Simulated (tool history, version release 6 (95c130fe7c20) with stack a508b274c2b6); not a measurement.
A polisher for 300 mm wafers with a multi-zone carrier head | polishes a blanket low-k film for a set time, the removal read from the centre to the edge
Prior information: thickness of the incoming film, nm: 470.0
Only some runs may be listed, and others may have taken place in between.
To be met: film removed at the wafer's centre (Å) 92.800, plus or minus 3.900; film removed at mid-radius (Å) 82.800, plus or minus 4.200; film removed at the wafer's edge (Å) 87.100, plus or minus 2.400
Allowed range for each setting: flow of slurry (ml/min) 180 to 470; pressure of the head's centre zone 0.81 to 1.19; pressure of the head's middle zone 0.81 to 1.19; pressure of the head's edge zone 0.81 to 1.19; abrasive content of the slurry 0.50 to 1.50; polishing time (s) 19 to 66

| run | day | flow of slurry (ml/min) | pressure of the head's centre zone | pressure of the head's middle zone | pressure of the head's edge zone | abrasive content of the slurry | polishing time (s) | film removed at the wafer's centre (Å) | film removed at mid-radius (Å) | film removed at the wafer's edge (Å) |
|---|---|---|---|---|---|---|---|---|---|---|
| 1 | 0.000 | 300 | 1.00 | 1.00 | 1.00 | 1.00 | 42 | 108.850 | 117.860 | 116.700 |
| 2 | 0.092 | 300 | 1.00 | 1.00 | 1.00 | 1.00 | 34 | 85.553 | 93.457 | 93.491 |
| 3 | 0.212 | 345 | 1.00 | 1.00 | 1.00 | 1.00 | 34 | 88.744 | 94.822 | 95.783 |
| 4 | 0.558 | 340 | 1.03 | 0.97 | 0.97 | 1.00 | 34 | 91.073 | 90.666 | 92.828 |
| 5 | 0.658 | 300 | 1.03 | 0.97 | 0.97 | 1.00 | 34 | 89.964 | 92.295 | 93.003 |
| 6 | 0.779 | 300 | 1.08 | 0.97 | 0.97 | 1.00 | 34 | 94.371 | 92.052 | 93.203 |
| 7 | 0.862 | 305 | 1.08 | 0.95 | 0.95 | 1.00 | 34 | 93.932 | 91.944 | 91.685 |
| 8 | 0.996 | 315 | 1.09 | 0.92 | 0.94 | 1.00 | 34 | 92.376 | 90.950 | 90.238 |
| 9 | 1.221 | 275 | 1.17 | 0.82 | 0.95 | 0.95 | 34 | 98.244 | 79.598 | 89.361 |

Which single option among these 5 for the next run brings every result within its allowed miss of target? Just one does.
| A | 1.446 | 275 | 1.12 | 0.88 | 0.93 | 0.90 | 35 | ? | ? | ? |
| B | 1.446 | 275 | 1.07 | 0.81 | 1.04 | 0.95 | 34 | ? | ? | ? |
| C | 1.446 | 270 | 1.17 | 0.81 | 1.03 | 1.00 | 33 | ? | ? | ? |
| D | 1.446 | 270 | 1.08 | 0.81 | 0.99 | 0.85 | 37 | ? | ? | ? |
| E | 1.446 | 220 | 1.17 | 0.81 | 1.01 | 0.90 | 36 | ? | ? | ? |

| move | film removed at the wafer's centre (Å) | film removed at mid-radius (Å) | film removed at the wafer's edge (Å) |
|---|---|---|---|
| A | 94.270 | 83.435 | 86.357 |
| B | 89.828 | 79.624 | 91.018 |
| C | 97.632 | 79.034 | 90.006 |
| D | 92.962 | 81.650 | 91.170 |
| E | 97.954 | 79.542 | 90.355 |
A: in spec on every target
B: meets the target for the result that was furthest off, but another lies outside its allowed miss
C: nearer than the last run, and not there yet
D: meets the target for the result that was furthest off, but another lies outside its allowed miss
E: just as far off the targets as the last run
The move that meets every target is A.
